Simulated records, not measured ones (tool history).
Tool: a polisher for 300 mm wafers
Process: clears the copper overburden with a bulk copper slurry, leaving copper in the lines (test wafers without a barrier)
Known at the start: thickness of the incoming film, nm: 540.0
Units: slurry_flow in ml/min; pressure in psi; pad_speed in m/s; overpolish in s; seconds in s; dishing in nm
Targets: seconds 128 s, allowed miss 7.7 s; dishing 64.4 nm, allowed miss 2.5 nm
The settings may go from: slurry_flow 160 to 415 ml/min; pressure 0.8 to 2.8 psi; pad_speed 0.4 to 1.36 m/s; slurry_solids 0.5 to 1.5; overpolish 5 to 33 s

run  hour  slurry_flow  pressure  pad_speed  slurry_solids  overpolish  seconds  dishing
  1     0          265       1.8       0.88              1          17   115.29   52.244
  2   1.5          265         2       0.88              1          17   104.42   56.454
  3   2.3          265         2        0.7              1          17   128.53   47.936
  4   5.5          265         2        0.7              1          18   130.57   49.018
  5   6.3          265         2        0.7              1          19   128.16   51.923
  6    14          230         2        0.7              1          19   131.44    51.39
  7  16.5          225         2        0.7              1          20   133.48   53.412
  8  21.2          220       2.1       0.68              1          24   129.36   63.085

5 next moves are on the table. One of them brings every result within its allowed miss. Which?
  A  25.9          180       2.4       0.56           1.05          26        ?        ?
  B  25.9          300       2.2       0.56           1.15          27        ?        ?
  C  25.9          210       2.1       0.66           1.05          24        ?        ?
  D  25.9          270       2.2       0.66           0.95          25        ?        ?
  E  25.9          195       2.1       0.74              1          21        ?        ?

move  seconds  dishing
   A   143.07   61.994
   B    144.1   62.701
   C   135.74   59.809
   D   127.82   64.621
   E    123.7   58.076
A: brings the result that was furthest off to its target, and leaves another outside
B: brings the result that was furthest off to its target, and leaves another outside
C: further off than the last run
D: meets every target
E: further off than the last run
The right move is D.
